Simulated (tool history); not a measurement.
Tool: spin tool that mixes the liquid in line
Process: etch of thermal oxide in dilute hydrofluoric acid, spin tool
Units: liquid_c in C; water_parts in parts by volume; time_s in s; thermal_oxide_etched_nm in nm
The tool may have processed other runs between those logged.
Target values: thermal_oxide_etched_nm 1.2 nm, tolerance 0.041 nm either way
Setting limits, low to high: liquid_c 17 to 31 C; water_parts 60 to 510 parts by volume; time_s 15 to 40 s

{"run": 1, "day": 0.0, "liquid_c": 23, "water_parts": 285, "time_s": 40, "thermal_oxide_etched_nm": 0.51374}
{"run": 2, "day": 0.088, "liquid_c": 24.5, "water_parts": 260, "time_s": 40, "thermal_oxide_etched_nm": 0.61019}
{"run": 3, "day": 0.417, "liquid_c": 24.5, "water_parts": 185, "time_s": 40, "thermal_oxide_etched_nm": 0.93436}
{"run": 4, "day": 0.475, "liquid_c": 24.5, "water_parts": 280, "time_s": 40, "thermal_oxide_etched_nm": 0.55856}
{"run": 5, "day": 0.529, "liquid_c": 25.5, "water_parts": 260, "time_s": 40, "thermal_oxide_etched_nm": 0.63942}
{"run": 6, "day": 0.833, "liquid_c": 25.5, "water_parts": 340, "time_s": 40, "thermal_oxide_etched_nm": 0.44895}
{"run": 7, "day": 1.021, "liquid_c": 26.5, "water_parts": 310, "time_s": 40, "thermal_oxide_etched_nm": 0.52686}
{"run": 8, "day": 1.083, "liquid_c": 27.5, "water_parts": 285, "time_s": 40, "thermal_oxide_etched_nm": 0.61476}
{"run": 9, "day": 1.179, "liquid_c": 28, "water_parts": 260, "time_s": 40, "thermal_oxide_etched_nm": 0.69209}
{"run": 10, "day": 1.292, "liquid_c": 28.5, "water_parts": 240, "time_s": 40, "thermal_oxide_etched_nm": 0.79638}
{"run": 11, "day": 1.508, "liquid_c": 29, "water_parts": 225, "time_s": 40, "thermal_oxide_etched_nm": 0.86128}
{"run": 12, "day": 1.717, "liquid_c": 29.5, "water_parts": 215, "time_s": 40, "thermal_oxide_etched_nm": 0.93872}
{"run": 13, "day": 1.792, "liquid_c": 31, "water_parts": 165, "time_s": 40, "thermal_oxide_etched_nm": 1.3949}
{"run": 14, "day": 2.104, "liquid_c": 30.5, "water_parts": 165, "time_s": 40, "thermal_oxide_etched_nm": 1.3633}
{"run": 15, "day": 2.333, "liquid_c": 30.5, "water_parts": 165, "time_s": 40, "thermal_oxide_etched_nm": 1.3409}
{"run": 16, "day": 2.688, "liquid_c": 30, "water_parts": 165, "time_s": 40, "thermal_oxide_etched_nm": 1.3048}
{"run": 17, "day": 2.742, "liquid_c": 29.5, "water_parts": 165, "time_s": 40, "thermal_oxide_etched_nm": 1.2908}
{"run": 18, "day": 2.854, "liquid_c": 29, "water_parts": 165, "time_s": 40, "thermal_oxide_etched_nm": 1.2621}
{"run": 19, "day": 3.175, "liquid_c": 28.5, "water_parts": 165, "time_s": 40, "thermal_oxide_etched_nm": 1.2518}

Pick the move, out of 4, that brings all results within their allowed miss; only one does.
{"run": "A", "day": 3.496, "liquid_c": 31, "water_parts": 185, "time_s": 40, "thermal_oxide_etched_nm": "?"}
{"run": "B", "day": 3.496, "liquid_c": 29, "water_parts": 190, "time_s": 40, "thermal_oxide_etched_nm": "?"}
{"run": "C", "day": 3.496, "liquid_c": 28, "water_parts": 180, "time_s": 40, "thermal_oxide_etched_nm": "?"}
{"run": "D", "day": 3.496, "liquid_c": 27, "water_parts": 175, "time_s": 40, "thermal_oxide_etched_nm": "?"}

move=A thermal_oxide_etched_nm=1.1869
move=B thermal_oxide_etched_nm=1.0698
move=C thermal_oxide_etched_nm=1.1017
move=D thermal_oxide_etched_nm=1.0984
A: meets every target
B: pushes the last run's worst result past its target
C: pushes the last run's worst result past its target
D: pushes the last run's worst result past its target
Answer: A

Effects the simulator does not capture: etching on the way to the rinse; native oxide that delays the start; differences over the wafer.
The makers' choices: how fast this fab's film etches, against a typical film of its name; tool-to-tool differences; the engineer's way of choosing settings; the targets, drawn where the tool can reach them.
